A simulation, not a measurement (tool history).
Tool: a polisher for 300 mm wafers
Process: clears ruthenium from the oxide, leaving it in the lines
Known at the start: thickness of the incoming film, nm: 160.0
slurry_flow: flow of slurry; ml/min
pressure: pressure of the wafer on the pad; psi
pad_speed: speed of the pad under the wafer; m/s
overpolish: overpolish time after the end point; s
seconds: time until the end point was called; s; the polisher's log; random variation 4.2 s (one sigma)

run 1 hour=0 | slurry_flow=145 pressure=2.5 pad_speed=0.94 overpolish=17 | seconds=173.87
run 2 hour=2.7 | slurry_flow=145 pressure=2.3 pad_speed=0.94 overpolish=17 | seconds=184.2
run 3 hour=9.5 | slurry_flow=145 pressure=2.1 pad_speed=0.94 overpolish=17 | seconds=206.93
run 4 hour=14.9 | slurry_flow=145 pressure=2.1 pad_speed=1.16 overpolish=17 | seconds=165.65
run 5 hour=23.5 | slurry_flow=145 pressure=2.1 pad_speed=1.16 overpolish=17 | seconds=165
run 6 hour=31.3 | slurry_flow=145 pressure=2.1 pad_speed=1.16 overpolish=19 | seconds=165.17
run 7 hour=33.9 | slurry_flow=145 pressure=2 pad_speed=1.14 overpolish=19 | seconds=179.79
run 8 hour=35.7 | slurry_flow=145 pressure=1.9 pad_speed=1.14 overpolish=19 | seconds=184.16
run 9 hour=41.6 | slurry_flow=145 pressure=1.9 pad_speed=1.14 overpolish=19 | seconds=181.23
run 10 hour=44.3 | slurry_flow=145 pressure=1.8 pad_speed=1.12 overpolish=19 | seconds=201.37
run 11 hour=48.5 | slurry_flow=145 pressure=1.7 pad_speed=1.12 overpolish=19 | seconds=208.57
run 12 hour=52.9 | slurry_flow=145 pressure=1.6 pad_speed=1.12 overpolish=19 | seconds=221.51

Forecast run 13:
run 13 hour=56.1 | slurry_flow=145 pressure=1.5 pad_speed=1.12 overpolish=19 | seconds=?

{"run 13": {"seconds": 233.87}}
